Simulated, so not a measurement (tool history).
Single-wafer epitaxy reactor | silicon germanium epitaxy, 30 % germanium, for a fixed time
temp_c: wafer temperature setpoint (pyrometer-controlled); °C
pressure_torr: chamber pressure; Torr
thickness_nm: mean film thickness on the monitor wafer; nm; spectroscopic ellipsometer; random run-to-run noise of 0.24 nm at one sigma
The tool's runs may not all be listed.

run	day	temp_c	pressure_torr	thickness_nm
1	0	585	25	53.516
2	0.096	585	20.5	47.945
3	0.2	592	21.4	56.106
4	0.262	583	21.4	47.143
5	0.588	591	22	55.659
6	0.758	596	22.5	61.51
7	0.992	600	23	66.746

Forecast run 8:
8	1.154	603	23.4	?

{"run 8": {"thickness_nm": 71.561}}
